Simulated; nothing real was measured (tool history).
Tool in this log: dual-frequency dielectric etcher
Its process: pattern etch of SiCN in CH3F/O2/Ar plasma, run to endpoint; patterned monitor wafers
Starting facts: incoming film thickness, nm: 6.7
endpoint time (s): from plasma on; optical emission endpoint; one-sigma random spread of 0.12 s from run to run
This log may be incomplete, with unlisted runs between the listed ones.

{"run": 1, "hour": 0.0, "source power (kW)": 0.48, "bias power (kW)": 0.056, "endpoint time (s)": 18.36}
{"run": 2, "hour": 3.3, "source power (kW)": 0.48, "bias power (kW)": 0.052, "endpoint time (s)": 18.696}
{"run": 3, "hour": 8.1, "source power (kW)": 0.5, "bias power (kW)": 0.053, "endpoint time (s)": 18.579}
{"run": 4, "hour": 15.5, "source power (kW)": 0.51, "bias power (kW)": 0.055, "endpoint time (s)": 17.912}
{"run": 5, "hour": 21.5, "source power (kW)": 0.51, "bias power (kW)": 0.06, "endpoint time (s)": 17.661}
{"run": 6, "hour": 24.7, "source power (kW)": 0.43, "bias power (kW)": 0.06, "endpoint time (s)": 18.285}

The next listed run, before its measurement:
{"run": 7, "hour": 28.1, "source power (kW)": 0.45, "bias power (kW)": 0.061, "endpoint time (s)": "?"}

endpoint time (s): 18.087
